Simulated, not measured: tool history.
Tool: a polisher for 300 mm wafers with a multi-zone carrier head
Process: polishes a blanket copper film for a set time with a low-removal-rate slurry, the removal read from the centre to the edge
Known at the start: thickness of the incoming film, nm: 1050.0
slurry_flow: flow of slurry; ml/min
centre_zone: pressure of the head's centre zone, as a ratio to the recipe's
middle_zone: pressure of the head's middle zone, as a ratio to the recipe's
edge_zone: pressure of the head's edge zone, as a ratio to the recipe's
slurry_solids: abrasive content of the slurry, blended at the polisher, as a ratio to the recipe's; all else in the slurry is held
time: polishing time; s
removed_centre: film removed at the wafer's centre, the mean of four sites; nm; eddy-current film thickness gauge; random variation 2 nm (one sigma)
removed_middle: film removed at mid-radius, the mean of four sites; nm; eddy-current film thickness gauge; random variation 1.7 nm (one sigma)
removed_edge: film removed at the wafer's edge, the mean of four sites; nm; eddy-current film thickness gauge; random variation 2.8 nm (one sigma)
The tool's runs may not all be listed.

run 1 hour=0 | slurry_flow=280 centre_zone=1 middle_zone=1 edge_zone=1 slurry_solids=1 time=71 | removed_centre=261.69 removed_middle=264.85 removed_edge=264.11
run 2 hour=0.9 | slurry_flow=280 centre_zone=0.99 middle_zone=0.98 edge_zone=0.98 slurry_solids=0.95 time=71 | removed_centre=252.83 removed_middle=264.83 removed_edge=263.74
run 3 hour=7.7 | slurry_flow=280 centre_zone=0.99 middle_zone=0.98 edge_zone=0.98 slurry_solids=1.15 time=71 | removed_centre=262.84 removed_middle=270.19 removed_edge=271.52
run 4 hour=11.7 | slurry_flow=280 centre_zone=0.99 middle_zone=0.98 edge_zone=0.98 slurry_solids=0.95 time=71 | removed_centre=256.34 removed_middle=259.62 removed_edge=258.67
run 5 hour=15.2 | slurry_flow=280 centre_zone=0.99 middle_zone=1.02 edge_zone=0.98 slurry_solids=0.95 time=71 | removed_centre=252.69 removed_middle=266.97 removed_edge=264.85
run 6 hour=23.6 | slurry_flow=255 centre_zone=0.99 middle_zone=1.02 edge_zone=0.98 slurry_solids=0.95 time=71 | removed_centre=255.47 removed_middle=270.81 removed_edge=261.51
run 7 hour=26.3 | slurry_flow=255 centre_zone=0.99 middle_zone=1 edge_zone=0.98 slurry_solids=0.9 time=70 | removed_centre=245.58 removed_middle=255.46 removed_edge=246.45
run 8 hour=31.1 | slurry_flow=250 centre_zone=0.98 middle_zone=0.97 edge_zone=0.98 slurry_solids=0.9 time=70 | removed_centre=240.55 removed_middle=246.69 removed_edge=251.13

Forecast run 9:
run 9 hour=40.1 | slurry_flow=250 centre_zone=0.98 middle_zone=0.97 edge_zone=0.98 slurry_solids=0.9 time=70 | removed_centre=? removed_middle=? removed_edge=?

removed_centre: 241.91 nm
removed_middle: 248.26 nm
removed_edge: 248.24 nm

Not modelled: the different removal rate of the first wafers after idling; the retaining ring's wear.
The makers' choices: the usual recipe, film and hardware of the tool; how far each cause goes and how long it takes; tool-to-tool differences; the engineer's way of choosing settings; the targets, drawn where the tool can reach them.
